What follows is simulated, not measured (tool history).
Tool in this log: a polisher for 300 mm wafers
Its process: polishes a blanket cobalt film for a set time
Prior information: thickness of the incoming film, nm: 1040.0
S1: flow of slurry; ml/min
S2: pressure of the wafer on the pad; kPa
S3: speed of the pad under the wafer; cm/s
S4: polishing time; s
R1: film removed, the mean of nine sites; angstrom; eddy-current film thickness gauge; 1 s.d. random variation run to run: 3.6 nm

run  hour   S1    S2   S3  S4      R1
  1     0  235  15.9  122  73  4794.1
  2   6.7  235  15.9  122  73  4784.7
  3  14.5  235  15.9  122  73  4726.5
  4  17.4  235  15.9  132  73  5205.1
  5  23.5  235  15.2  132  73  4968.1
  6  28.3  235  14.5  132  73  4735.6

Run 7 has not been measured yet. What should we expect?
  7    34  235  13.8  132  73   ?

{"run 7": {"R1": 4640}}

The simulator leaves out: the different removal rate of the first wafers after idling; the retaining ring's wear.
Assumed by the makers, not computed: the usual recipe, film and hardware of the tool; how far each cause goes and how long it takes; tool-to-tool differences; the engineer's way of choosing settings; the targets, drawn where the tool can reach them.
